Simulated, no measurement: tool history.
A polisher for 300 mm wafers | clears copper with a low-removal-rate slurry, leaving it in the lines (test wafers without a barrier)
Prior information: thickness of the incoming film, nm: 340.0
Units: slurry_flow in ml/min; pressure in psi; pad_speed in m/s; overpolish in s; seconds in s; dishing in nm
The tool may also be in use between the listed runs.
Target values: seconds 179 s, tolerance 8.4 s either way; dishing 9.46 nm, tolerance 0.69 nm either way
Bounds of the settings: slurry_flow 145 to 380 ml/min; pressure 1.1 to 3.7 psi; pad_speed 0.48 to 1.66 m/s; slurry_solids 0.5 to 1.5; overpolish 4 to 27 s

run 1 day=0 | slurry_flow=245 pressure=2.4 pad_speed=1.06 slurry_solids=1 overpolish=14 | seconds=138 dishing=23.64
run 2 day=0.092 | slurry_flow=245 pressure=2.4 pad_speed=1.24 slurry_solids=1 overpolish=14 | seconds=117.61 dishing=27.436
run 3 day=0.242 | slurry_flow=245 pressure=2.7 pad_speed=1.24 slurry_solids=1 overpolish=14 | seconds=104.38 dishing=29.877
run 4 day=0.271 | slurry_flow=245 pressure=2.7 pad_speed=1.44 slurry_solids=1 overpolish=14 | seconds=89.28 dishing=34.537
run 5 day=0.567 | slurry_flow=245 pressure=2.6 pad_speed=1.4 slurry_solids=1 overpolish=13 | seconds=97.047 dishing=29.927
run 6 day=0.888 | slurry_flow=245 pressure=2.5 pad_speed=1.38 slurry_solids=1 overpolish=12 | seconds=101.91 dishing=26.617
run 7 day=1.175 | slurry_flow=245 pressure=2.4 pad_speed=1.36 slurry_solids=1 overpolish=11 | seconds=107.85 dishing=23.085
run 8 day=1.233 | slurry_flow=245 pressure=2.3 pad_speed=1.34 slurry_solids=1 overpolish=10 | seconds=113.28 dishing=19.777
run 9 day=1.538 | slurry_flow=245 pressure=2.2 pad_speed=1.34 slurry_solids=1 overpolish=10 | seconds=119.14 dishing=19.544
run 10 day=1.683 | slurry_flow=245 pressure=2.1 pad_speed=1.34 slurry_solids=1 overpolish=9 | seconds=123.7 dishing=17.35
run 11 day=1.883 | slurry_flow=245 pressure=2 pad_speed=1.34 slurry_solids=1 overpolish=9 | seconds=127.67 dishing=16.333
run 12 day=2.133 | slurry_flow=245 pressure=1.9 pad_speed=1.34 slurry_solids=1 overpolish=9 | seconds=135.77 dishing=15.042
run 13 day=2.308 | slurry_flow=245 pressure=1.8 pad_speed=1.34 slurry_solids=1 overpolish=9 | seconds=139.46 dishing=15.068
run 14 day=2.546 | slurry_flow=245 pressure=1.7 pad_speed=1.34 slurry_solids=1 overpolish=9 | seconds=149.51 dishing=14.339
run 15 day=2.775 | slurry_flow=245 pressure=1.6 pad_speed=1.34 slurry_solids=1 overpolish=9 | seconds=160.2 dishing=13.339
run 16 day=2.862 | slurry_flow=245 pressure=1.3 pad_speed=1.34 slurry_solids=1 overpolish=5 | seconds=195.83 dishing=6.244

Which of these 5 next moves meets every target?
run A day=2.95 | slurry_flow=265 pressure=1.4 pad_speed=0.98 slurry_solids=1.1 overpolish=12 | seconds=? dishing=?
run B day=2.95 | slurry_flow=210 pressure=1.4 pad_speed=1.56 slurry_solids=0.95 overpolish=8 | seconds=? dishing=?
run C day=2.95 | slurry_flow=300 pressure=1.3 pad_speed=1.4 slurry_solids=1.25 overpolish=7 | seconds=? dishing=?
run D day=2.95 | slurry_flow=160 pressure=1.2 pad_speed=1.42 slurry_solids=1.1 overpolish=9 | seconds=? dishing=?
run E day=2.95 | slurry_flow=145 pressure=1.6 pad_speed=1.28 slurry_solids=1.05 overpolish=9 | seconds=? dishing=?

move=A seconds=239.56 dishing=12.259
move=B seconds=160.57 dishing=12.197
move=C seconds=175.27 dishing=9.8744
move=D seconds=206.07 dishing=10.728
move=E seconds=177.94 dishing=12.415
A: takes the result that was furthest off past its target
B: takes the result that was furthest off past its target
C: every result lands within tolerance
D: takes the result that was furthest off past its target
E: takes the result that was furthest off past its target
C meets every target.
